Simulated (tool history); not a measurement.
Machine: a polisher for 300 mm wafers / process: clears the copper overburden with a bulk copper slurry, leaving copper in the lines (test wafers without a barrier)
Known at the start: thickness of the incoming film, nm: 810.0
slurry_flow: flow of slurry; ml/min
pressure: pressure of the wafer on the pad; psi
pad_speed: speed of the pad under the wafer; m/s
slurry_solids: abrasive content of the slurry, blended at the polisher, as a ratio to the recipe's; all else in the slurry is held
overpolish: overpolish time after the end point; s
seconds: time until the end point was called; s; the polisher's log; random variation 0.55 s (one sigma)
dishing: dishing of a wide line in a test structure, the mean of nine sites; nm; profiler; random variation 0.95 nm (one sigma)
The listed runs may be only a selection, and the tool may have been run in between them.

run 1 hour=0.0 | slurry_flow=165 pressure=2.9 pad_speed=1.40 slurry_solids=1.00 overpolish=25 | seconds=50.850 dishing=125.310
run 2 hour=8.9 | slurry_flow=180 pressure=2.7 pad_speed=1.52 slurry_solids=1.10 overpolish=22 | seconds=46.341 dishing=126.660
run 3 hour=15.8 | slurry_flow=165 pressure=2.7 pad_speed=1.62 slurry_solids=1.00 overpolish=20 | seconds=45.276 dishing=120.900
run 4 hour=16.4 | slurry_flow=155 pressure=2.7 pad_speed=1.70 slurry_solids=0.90 overpolish=18 | seconds=45.736 dishing=117.020
run 5 hour=21.6 | slurry_flow=145 pressure=2.6 pad_speed=1.78 slurry_solids=0.95 overpolish=16 | seconds=44.203 dishing=110.290
run 6 hour=22.3 | slurry_flow=140 pressure=2.5 pad_speed=1.84 slurry_solids=1.05 overpolish=15 | seconds=43.806 dishing=106.320
run 7 hour=31.0 | slurry_flow=135 pressure=2.5 pad_speed=1.90 slurry_solids=1.10 overpolish=14 | seconds=42.781 dishing=105.770
run 8 hour=37.4 | slurry_flow=130 pressure=2.5 pad_speed=1.94 slurry_solids=1.15 overpolish=13 | seconds=42.189 dishing=100.990
run 9 hour=45.1 | slurry_flow=125 pressure=2.5 pad_speed=1.98 slurry_solids=1.20 overpolish=12 | seconds=40.523 dishing=100.760
run 10 hour=48.8 | slurry_flow=175 pressure=1.8 pad_speed=2.16 slurry_solids=1.45 overpolish=8 | seconds=39.885 dishing=77.061
run 11 hour=56.7 | slurry_flow=175 pressure=1.9 pad_speed=2.16 slurry_solids=1.45 overpolish=8 | seconds=38.733 dishing=79.878
run 12 hour=63.6 | slurry_flow=175 pressure=2.0 pad_speed=2.16 slurry_solids=1.45 overpolish=8 | seconds=38.194 dishing=79.892
run 13 hour=68.9 | slurry_flow=180 pressure=2.5 pad_speed=2.14 slurry_solids=1.45 overpolish=12 | seconds=33.519 dishing=108.720
run 14 hour=77.1 | slurry_flow=180 pressure=2.5 pad_speed=2.14 slurry_solids=1.45 overpolish=12 | seconds=33.306 dishing=109.460
run 15 hour=83.8 | slurry_flow=190 pressure=2.4 pad_speed=2.14 slurry_solids=1.45 overpolish=11 | seconds=33.612 dishing=104.030
-- hour=89.5 slurry nozzle cleaned
run 16 hour=89.5 | slurry_flow=190 pressure=2.4 pad_speed=2.14 slurry_solids=1.45 overpolish=11 | seconds=32.994 dishing=106.670

Estimate the outcome of run 17 from the log above:
run 17 hour=98.1 | slurry_flow=195 pressure=2.3 pad_speed=2.14 slurry_solids=1.45 overpolish=11 | seconds=? dishing=?

Run 17 produced seconds 34.494 s, dishing 104.470 nm.
